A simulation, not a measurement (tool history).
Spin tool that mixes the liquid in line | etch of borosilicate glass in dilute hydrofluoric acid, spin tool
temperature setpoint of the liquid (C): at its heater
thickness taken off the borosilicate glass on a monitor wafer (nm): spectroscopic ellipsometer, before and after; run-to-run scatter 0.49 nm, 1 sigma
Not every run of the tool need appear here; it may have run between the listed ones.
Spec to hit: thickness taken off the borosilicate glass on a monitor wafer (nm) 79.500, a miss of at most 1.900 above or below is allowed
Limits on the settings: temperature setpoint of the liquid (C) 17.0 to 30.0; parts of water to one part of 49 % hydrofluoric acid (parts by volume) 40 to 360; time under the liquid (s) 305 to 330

run  hour  temperature setpoint of the liquid (C)  parts of water to one part of 49 % hydrofluoric acid (parts by volume)  time under the liquid (s)  thickness taken off the borosilicate glass on a monitor wafer (nm)
  1   0.0                                    22.0                                                                     200                        305                                                              25.449
  2   2.4                                    23.5                                                                     170                        305                                                              32.731
  3   6.8                                    21.5                                                                     170                        305                                                              30.357
  4  12.3                                    23.0                                                                     150                        305                                                              37.401
  5  17.6                                    23.0                                                                     150                        330                                                              40.852
  6  22.6                                    23.0                                                                     200                        330                                                              28.597
  7  25.7                                    24.5                                                                     175                        330                                                              35.444
  8  32.6                                    25.5                                                                     155                        330                                                              42.634
  9  38.4                                    26.5                                                                     140                        330                                                              49.965
 10  46.4                                    27.0                                                                     130                        330                                                              55.719
 11  47.6                                    27.5                                                                     125                        330                                                              59.549
 12  53.6                                    28.0                                                                     120                        330                                                              63.859
 13  58.5                                    30.0                                                                      95                        330                                                              89.798
 14  64.0                                    28.0                                                                      95                        330                                                              83.364
 15  68.3                                    28.0                                                                      95                        330                                                              83.690
 16  69.3                                    27.5                                                                      95                        330                                                              81.674

5 next moves are on the table. One of them brings every result within its allowed miss. Which?
  A  70.3                                    26.5                                                                     100                        330                                                                   ?
  B  70.3                                    25.5                                                                      95                        330                                                                   ?
  C  70.3                                    30.0                                                                     100                        330                                                                   ?
  D  70.3                                    26.0                                                                      95                        320                                                                   ?
  E  70.3                                    29.0                                                                     100                        325                                                                   ?

move  thickness taken off the borosilicate glass on a monitor wafer (nm)
   A                                                              73.134
   B                                                              74.585
   C                                                              83.471
   D                                                              73.743
   E                                                              79.194
A: pushes the last run's worst result past its target
B: pushes the last run's worst result past its target
C: moves away from the targets compared with the last run
D: pushes the last run's worst result past its target
E: in spec on every target
Answer: E
